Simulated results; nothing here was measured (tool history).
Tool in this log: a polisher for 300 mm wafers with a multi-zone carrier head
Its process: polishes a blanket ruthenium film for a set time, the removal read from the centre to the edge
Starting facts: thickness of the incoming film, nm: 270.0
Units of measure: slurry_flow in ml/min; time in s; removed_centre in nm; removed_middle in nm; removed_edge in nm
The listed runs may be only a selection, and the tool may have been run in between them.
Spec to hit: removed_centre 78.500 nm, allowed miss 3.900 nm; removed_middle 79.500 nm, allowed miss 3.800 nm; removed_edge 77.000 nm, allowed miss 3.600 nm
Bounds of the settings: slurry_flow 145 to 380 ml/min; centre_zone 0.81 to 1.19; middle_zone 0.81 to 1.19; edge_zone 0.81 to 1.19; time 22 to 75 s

{"run": 1, "hour": 0.0, "slurry_flow": 245, "centre_zone": 1.0, "middle_zone": 1.0, "edge_zone": 1.0, "time": 48, "removed_centre": 59.307, "removed_middle": 58.898, "removed_edge": 59.137}
{"run": 2, "hour": 8.3, "slurry_flow": 245, "centre_zone": 1.0, "middle_zone": 1.06, "edge_zone": 1.0, "time": 48, "removed_centre": 60.203, "removed_middle": 62.365, "removed_edge": 59.482}
{"run": 3, "hour": 9.6, "slurry_flow": 245, "centre_zone": 1.0, "middle_zone": 1.12, "edge_zone": 1.0, "time": 48, "removed_centre": 58.205, "removed_middle": 66.301, "removed_edge": 59.918}
{"run": 4, "hour": 15.1, "slurry_flow": 245, "centre_zone": 1.0, "middle_zone": 1.12, "edge_zone": 1.06, "time": 48, "removed_centre": 59.013, "removed_middle": 66.228, "removed_edge": 59.887}
{"run": 5, "hour": 18.7, "slurry_flow": 245, "centre_zone": 0.96, "middle_zone": 1.12, "edge_zone": 1.06, "time": 48, "removed_centre": 56.684, "removed_middle": 65.789, "removed_edge": 61.677}
{"run": 6, "hour": 25.3, "slurry_flow": 245, "centre_zone": 0.9, "middle_zone": 1.12, "edge_zone": 1.06, "time": 48, "removed_centre": 54.198, "removed_middle": 66.246, "removed_edge": 61.32}
{"run": 7, "hour": 26.3, "slurry_flow": 250, "centre_zone": 0.94, "middle_zone": 1.1, "edge_zone": 1.06, "time": 51, "removed_centre": 58.902, "removed_middle": 68.779, "removed_edge": 64.776}
{"run": 8, "hour": 29.0, "slurry_flow": 250, "centre_zone": 0.97, "middle_zone": 1.09, "edge_zone": 1.06, "time": 54, "removed_centre": 63.591, "removed_middle": 72.354, "removed_edge": 67.967}
{"run": 9, "hour": 36.9, "slurry_flow": 250, "centre_zone": 0.99, "middle_zone": 1.07, "edge_zone": 1.06, "time": 56, "removed_centre": 68.277, "removed_middle": 73.214, "removed_edge": 71.244}
{"run": 10, "hour": 45.2, "slurry_flow": 250, "centre_zone": 1.01, "middle_zone": 1.07, "edge_zone": 1.06, "time": 57, "removed_centre": 71.772, "removed_middle": 76.481, "removed_edge": 71.254}
{"run": 11, "hour": 45.9, "slurry_flow": 250, "centre_zone": 1.01, "middle_zone": 1.06, "edge_zone": 1.07, "time": 58, "removed_centre": 72.805, "removed_middle": 76.162, "removed_edge": 72.984}
{"run": 12, "hour": 53.7, "slurry_flow": 250, "centre_zone": 1.01, "middle_zone": 1.06, "edge_zone": 1.07, "time": 59, "removed_centre": 74.784, "removed_middle": 77.734, "removed_edge": 75.965}

Which of these 4 next moves meets every target?
{"run": "A", "hour": 61.5, "slurry_flow": 250, "centre_zone": 0.99, "middle_zone": 1.09, "edge_zone": 1.03, "time": 58, "removed_centre": "?", "removed_middle": "?", "removed_edge": "?"}
{"run": "B", "hour": 61.5, "slurry_flow": 260, "centre_zone": 1.05, "middle_zone": 1.06, "edge_zone": 1.06, "time": 60, "removed_centre": "?", "removed_middle": "?", "removed_edge": "?"}
{"run": "C", "hour": 61.5, "slurry_flow": 330, "centre_zone": 0.88, "middle_zone": 1.17, "edge_zone": 1.07, "time": 56, "removed_centre": "?", "removed_middle": "?", "removed_edge": "?"}
{"run": "D", "hour": 61.5, "slurry_flow": 235, "centre_zone": 1.0, "middle_zone": 1.04, "edge_zone": 1.1, "time": 58, "removed_centre": "?", "removed_middle": "?", "removed_edge": "?"}

move=A removed_centre=71.552 removed_middle=77.383 removed_edge=72.314
move=B removed_centre=78.951 removed_middle=78.524 removed_edge=76.189
move=C removed_centre=63.481 removed_middle=81.906 removed_edge=72.748
move=D removed_centre=71.599 removed_middle=73.726 removed_edge=74.308
A: moves away from the targets compared with the last run
B: each result inside its tolerance
C: moves away from the targets compared with the last run
D: moves away from the targets compared with the last run
Answer: B
